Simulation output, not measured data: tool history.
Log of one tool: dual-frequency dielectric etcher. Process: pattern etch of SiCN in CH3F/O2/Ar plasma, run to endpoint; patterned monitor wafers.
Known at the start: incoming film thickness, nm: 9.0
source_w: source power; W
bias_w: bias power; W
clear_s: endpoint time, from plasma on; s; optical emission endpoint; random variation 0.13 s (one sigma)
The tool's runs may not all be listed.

| run | hour | source_w | bias_w | clear_s |
|---|---|---|---|---|
| 1 | 0.0 | 390 | 76 | 23.627 |
| 2 | 2.7 | 340 | 67 | 27.150 |
| 3 | 7.3 | 300 | 67 | 29.022 |
| 4 | 13.9 | 300 | 73 | 27.730 |
| 5 | 16.9 | 250 | 73 | 30.681 |
| 6 | 25.8 | 250 | 63 | 33.290 |
| 7 | 27.7 | 240 | 63 | 34.018 |
| 8 | 31.8 | 230 | 62 | 35.668 |

The next listed run, before its measurement:
| 9 | 34.2 | 230 | 62 | ? |

Run 9 gave clear_s 35.802 s.

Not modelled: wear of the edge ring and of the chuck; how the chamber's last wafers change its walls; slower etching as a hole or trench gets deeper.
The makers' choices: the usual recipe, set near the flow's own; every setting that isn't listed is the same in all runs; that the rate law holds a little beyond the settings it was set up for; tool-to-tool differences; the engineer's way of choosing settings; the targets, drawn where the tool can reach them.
